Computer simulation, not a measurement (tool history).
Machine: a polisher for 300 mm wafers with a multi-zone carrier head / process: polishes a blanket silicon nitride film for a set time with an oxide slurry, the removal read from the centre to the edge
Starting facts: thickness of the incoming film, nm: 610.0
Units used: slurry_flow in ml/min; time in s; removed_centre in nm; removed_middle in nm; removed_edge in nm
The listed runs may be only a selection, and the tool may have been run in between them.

{"run": 1, "hour": 0.0, "slurry_flow": 310, "centre_zone": 1.0, "middle_zone": 1.0, "edge_zone": 1.0, "slurry_solids": 1.0, "time": 66, "removed_centre": 32.006, "removed_middle": 31.599, "removed_edge": 31.847}
{"run": 2, "hour": 6.8, "slurry_flow": 310, "centre_zone": 1.0, "middle_zone": 1.0, "edge_zone": 1.03, "slurry_solids": 1.0, "time": 66, "removed_centre": 32.072, "removed_middle": 32.008, "removed_edge": 31.178}
{"run": 3, "hour": 12.9, "slurry_flow": 315, "centre_zone": 1.01, "middle_zone": 1.03, "edge_zone": 1.04, "slurry_solids": 1.05, "time": 66, "removed_centre": 32.512, "removed_middle": 33.241, "removed_edge": 33.31}
{"run": 4, "hour": 14.0, "slurry_flow": 295, "centre_zone": 1.03, "middle_zone": 1.06, "edge_zone": 1.0, "slurry_solids": 1.0, "time": 69, "removed_centre": 33.805, "removed_middle": 35.102, "removed_edge": 32.969}
{"run": 5, "hour": 21.8, "slurry_flow": 295, "centre_zone": 0.95, "middle_zone": 1.06, "edge_zone": 1.0, "slurry_solids": 1.0, "time": 69, "removed_centre": 31.596, "removed_middle": 35.081, "removed_edge": 32.907}
{"run": 6, "hour": 24.6, "slurry_flow": 290, "centre_zone": 0.98, "middle_zone": 1.08, "edge_zone": 0.97, "slurry_solids": 1.05, "time": 70, "removed_centre": 33.224, "removed_middle": 35.883, "removed_edge": 33.63}
{"run": 7, "hour": 31.4, "slurry_flow": 280, "centre_zone": 1.0, "middle_zone": 1.1, "edge_zone": 0.95, "slurry_solids": 1.05, "time": 73, "removed_centre": 35.417, "removed_middle": 38.679, "removed_edge": 34.502}
{"run": 8, "hour": 39.4, "slurry_flow": 280, "centre_zone": 1.02, "middle_zone": 1.12, "edge_zone": 0.94, "slurry_solids": 1.1, "time": 74, "removed_centre": 37.405, "removed_middle": 39.401, "removed_edge": 35.295}
{"run": 9, "hour": 48.1, "slurry_flow": 275, "centre_zone": 1.02, "middle_zone": 1.13, "edge_zone": 0.92, "slurry_solids": 1.1, "time": 76, "removed_centre": 37.67, "removed_middle": 40.964, "removed_edge": 36.129}

Estimate the outcome of run 10 from the log above:
{"run": 10, "hour": 54.5, "slurry_flow": 275, "centre_zone": 1.03, "middle_zone": 1.14, "edge_zone": 0.9, "slurry_solids": 1.1, "time": 77, "removed_centre": "?", "removed_middle": "?", "removed_edge": "?"}

Run 10 produced removed_centre 38.453 nm, removed_middle 42.867 nm, removed_edge 35.748 nm.
